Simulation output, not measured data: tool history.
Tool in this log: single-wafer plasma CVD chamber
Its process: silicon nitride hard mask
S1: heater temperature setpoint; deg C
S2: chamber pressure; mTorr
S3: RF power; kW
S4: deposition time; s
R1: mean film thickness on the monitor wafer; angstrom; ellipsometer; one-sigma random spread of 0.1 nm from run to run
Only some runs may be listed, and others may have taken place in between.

{"run": 1, "hour": 0.0, "S1": 380, "S2": 1130, "S3": 0.295, "S4": 17.3, "R1": 182.48}
{"run": 2, "hour": 4.9, "S1": 380, "S2": 1260, "S3": 0.305, "S4": 17.3, "R1": 195.02}
{"run": 3, "hour": 13.1, "S1": 380, "S2": 1370, "S3": 0.305, "S4": 17.3, "R1": 200.61}
{"run": 4, "hour": 17.1, "S1": 374, "S2": 1370, "S3": 0.305, "S4": 17.3, "R1": 202.16}
{"run": 5, "hour": 19.2, "S1": 381, "S2": 1370, "S3": 0.305, "S4": 17.3, "R1": 201.2}
{"run": 6, "hour": 28.1, "S1": 381, "S2": 1370, "S3": 0.305, "S4": 16.4, "R1": 191.26}

What will run 7 give?
{"run": 7, "hour": 32.0, "S1": 381, "S2": 1440, "S3": 0.315, "S4": 16.4, "R1": "?"}

R1: 198.65 angstrom
